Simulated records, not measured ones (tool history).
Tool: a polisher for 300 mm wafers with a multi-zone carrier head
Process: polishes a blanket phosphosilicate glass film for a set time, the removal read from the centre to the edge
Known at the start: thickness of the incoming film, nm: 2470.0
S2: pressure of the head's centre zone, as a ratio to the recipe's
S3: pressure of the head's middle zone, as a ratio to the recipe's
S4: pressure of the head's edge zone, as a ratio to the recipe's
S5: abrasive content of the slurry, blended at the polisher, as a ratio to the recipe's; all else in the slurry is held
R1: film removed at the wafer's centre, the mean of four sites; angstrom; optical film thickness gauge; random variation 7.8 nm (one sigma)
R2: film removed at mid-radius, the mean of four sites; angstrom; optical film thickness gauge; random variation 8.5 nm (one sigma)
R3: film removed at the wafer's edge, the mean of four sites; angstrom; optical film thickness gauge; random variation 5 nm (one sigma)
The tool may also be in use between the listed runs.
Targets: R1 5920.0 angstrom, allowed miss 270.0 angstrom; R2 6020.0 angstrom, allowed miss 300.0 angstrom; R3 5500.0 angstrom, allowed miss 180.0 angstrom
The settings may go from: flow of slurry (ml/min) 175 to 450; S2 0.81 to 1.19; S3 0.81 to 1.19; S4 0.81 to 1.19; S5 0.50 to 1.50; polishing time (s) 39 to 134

Run 1, hour 0.0: flow of slurry (ml/min) 290, S2 1.00, S3 1.00, S4 1.00, S5 1.00, polishing time (s) 86. Result: R1 6570.7 angstrom, R2 6577.3 angstrom, R3 6513.3 angstrom.
Run 2, hour 1.8: flow of slurry (ml/min) 290, S2 1.00, S3 1.00, S4 0.98, S5 0.95, polishing time (s) 86. Result: R1 6445.2 angstrom, R2 6676.9 angstrom, R3 6346.7 angstrom.
Run 3, hour 7.5: flow of slurry (ml/min) 290, S2 1.00, S3 0.99, S4 0.97, S5 0.90, polishing time (s) 86. Result: R1 6179.9 angstrom, R2 6457.0 angstrom, R3 6266.9 angstrom.
Run 4, hour 15.1: flow of slurry (ml/min) 290, S2 1.02, S3 0.99, S4 0.96, S5 0.85, polishing time (s) 85. Result: R1 6323.2 angstrom, R2 6148.2 angstrom, R3 6037.6 angstrom.
Run 5, hour 23.0: flow of slurry (ml/min) 290, S2 1.02, S3 1.00, S4 0.95, S5 0.85, polishing time (s) 85. Result: R1 6099.1 angstrom, R2 6160.7 angstrom, R3 5981.5 angstrom.
Run 6, hour 27.8: flow of slurry (ml/min) 290, S2 1.03, S3 1.01, S4 0.94, S5 0.85, polishing time (s) 85. Result: R1 6187.4 angstrom, R2 6217.8 angstrom, R3 6090.9 angstrom.
Run 7, hour 31.1: flow of slurry (ml/min) 315, S2 1.04, S3 1.02, S4 0.93, S5 0.80, polishing time (s) 84. Result: R1 6211.0 angstrom, R2 6082.9 angstrom, R3 5784.3 angstrom.
Run 8, hour 34.4: flow of slurry (ml/min) 320, S2 1.04, S3 1.02, S4 0.93, S5 0.80, polishing time (s) 84. Result: R1 6172.2 angstrom, R2 6016.4 angstrom, R3 5834.8 angstrom.
Run 9, hour 40.7: flow of slurry (ml/min) 320, S2 1.04, S3 1.03, S4 0.92, S5 0.80, polishing time (s) 84. Result: R1 6107.4 angstrom, R2 6165.5 angstrom, R3 5830.4 angstrom.

Which of these 4 next moves meets every target?
Run A, hour 47.0: flow of slurry (ml/min) 345, S2 1.01, S3 1.01, S4 0.85, S5 0.80, polishing time (s) 83. Result: R1 ?, R2 ?, R3 ?.
Run B, hour 47.0: flow of slurry (ml/min) 305, S2 1.04, S3 0.93, S4 1.04, S5 0.70, polishing time (s) 84. Result: R1 ?, R2 ?, R3 ?.
Run C, hour 47.0: flow of slurry (ml/min) 365, S2 0.87, S3 1.14, S4 0.97, S5 0.80, polishing time (s) 85. Result: R1 ?, R2 ?, R3 ?.
Run D, hour 47.0: flow of slurry (ml/min) 325, S2 1.05, S3 1.07, S4 0.99, S5 0.85, polishing time (s) 81. Result: R1 ?, R2 ?, R3 ?.

move      R1      R2      R3
   A  6102.1  6210.4  5629.8
   B  6040.6  5575.9  5977.4
   C  5406.3  7086.1  6136.7
   D  6277.6  6450.3  5979.1
A: meets every target
B: further off than the last run
C: further off than the last run
D: further off than the last run
The right move is A.
